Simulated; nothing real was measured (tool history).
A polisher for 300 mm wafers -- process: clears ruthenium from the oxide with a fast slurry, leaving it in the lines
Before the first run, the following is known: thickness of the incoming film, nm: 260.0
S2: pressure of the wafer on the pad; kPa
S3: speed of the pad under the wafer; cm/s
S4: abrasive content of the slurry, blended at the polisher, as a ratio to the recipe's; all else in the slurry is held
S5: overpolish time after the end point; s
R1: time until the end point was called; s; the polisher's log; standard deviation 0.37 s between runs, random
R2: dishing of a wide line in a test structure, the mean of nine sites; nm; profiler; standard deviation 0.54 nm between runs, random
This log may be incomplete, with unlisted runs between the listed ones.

run 1 day=0 | flow_of_slurry_(ml/min)=245 S2=23.4 S3=86 S4=1 S5=27 | R1=54.104 R2=55.724
run 2 day=0.371 | flow_of_slurry_(ml/min)=245 S2=23.4 S3=100 S4=1 S5=27 | R1=46.293 R2=59.451
run 3 day=0.55 | flow_of_slurry_(ml/min)=245 S2=17.9 S3=100 S4=1 S5=27 | R1=56.942 R2=55.505
run 4 day=0.592 | flow_of_slurry_(ml/min)=265 S2=21.4 S3=94 S4=1.15 S5=22 | R1=48.411 R2=52.467
run 5 day=0.788 | flow_of_slurry_(ml/min)=295 S2=22.8 S3=90 S4=1.25 S5=18 | R1=45.948 R2=51.57
run 6 day=0.975 | flow_of_slurry_(ml/min)=255 S2=23.4 S3=92 S4=1.3 S5=15 | R1=44.701 R2=47.603
run 7 day=1.204 | flow_of_slurry_(ml/min)=225 S2=25.5 S3=92 S4=1.35 S5=13 | R1=41.391 R2=45.009
run 8 day=1.338 | flow_of_slurry_(ml/min)=205 S2=26.9 S3=92 S4=1.4 S5=12 | R1=39.497 R2=44.177
run 9 day=1.512 | flow_of_slurry_(ml/min)=205 S2=26.9 S3=92 S4=1.4 S5=12 | R1=39.051 R2=43.63

Run 10 is up next; what results do you expect?
run 10 day=1.667 | flow_of_slurry_(ml/min)=210 S2=29.6 S3=92 S4=1.4 S5=8 | R1=? R2=?

Logged for run 10: R1 36.141 s, R2 37.277 nm.

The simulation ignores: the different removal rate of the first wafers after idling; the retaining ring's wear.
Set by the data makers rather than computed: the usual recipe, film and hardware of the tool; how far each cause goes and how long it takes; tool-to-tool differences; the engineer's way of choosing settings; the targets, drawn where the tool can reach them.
